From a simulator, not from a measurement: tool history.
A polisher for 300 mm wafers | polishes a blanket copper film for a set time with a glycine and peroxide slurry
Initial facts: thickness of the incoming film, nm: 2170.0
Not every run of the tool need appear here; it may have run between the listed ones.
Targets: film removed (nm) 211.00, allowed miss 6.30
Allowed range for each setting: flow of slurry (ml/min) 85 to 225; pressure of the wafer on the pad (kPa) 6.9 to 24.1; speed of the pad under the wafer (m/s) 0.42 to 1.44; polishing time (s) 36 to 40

run  hour  flow of slurry (ml/min)  pressure of the wafer on the pad (kPa)  speed of the pad under the wafer (m/s)  polishing time (s)  film removed (nm)
  1   0.0                      145                                    15.2                                    0.92                  40             155.22
  2   6.1                      145                                    11.7                                    0.92                  40             125.76
  3  14.7                      145                                    11.7                                    0.92                  40             126.23
  4  18.9                      145                                    11.7                                    0.82                  40             118.22
  5  26.4                      150                                    13.8                                    0.82                  40             132.43
  6  27.7                      155                                    15.2                                    0.82                  40             143.25
  7  33.2                      155                                    16.5                                    0.82                  40             152.70
  8  38.2                      155                                    17.9                                    0.82                  40             164.47
  9  45.7                      160                                    18.6                                    0.82                  40             168.47
 10  47.4                      160                                    19.3                                    0.82                  40             170.81
 11  54.7                      160                                    20.0                                    0.82                  40             179.77
 12  57.3                      160                                    20.7                                    0.82                  40             183.29
 13  62.2                      165                                    21.4                                    0.82                  40             191.27
 14  68.8                      165                                    22.1                                    0.82                  40             193.24
 15  77.1                      165                                    22.8                                    0.82                  40             199.31
 16  85.4                      175                                    23.4                                    0.82                  40             204.03

Exercise: of the 4 proposed moves below, exactly one satisfies all targets within the stated allowed misses. Which move is it?
  A  93.7                      225                                    22.1                                    0.84                  38                  ?
  B  93.7                      175                                    23.4                                    0.86                  36                  ?
  C  93.7                      170                                    24.1                                    0.86                  37                  ?
  D  93.7                      135                                    23.4                                    0.98                  37                  ?

move  film removed (nm)
   A             190.01
   B             187.77
   C             197.12
   D             206.87
A: misses by more than the last run did
B: misses by more than the last run did
C: misses by more than the last run did
D: meets every target
D meets every target.
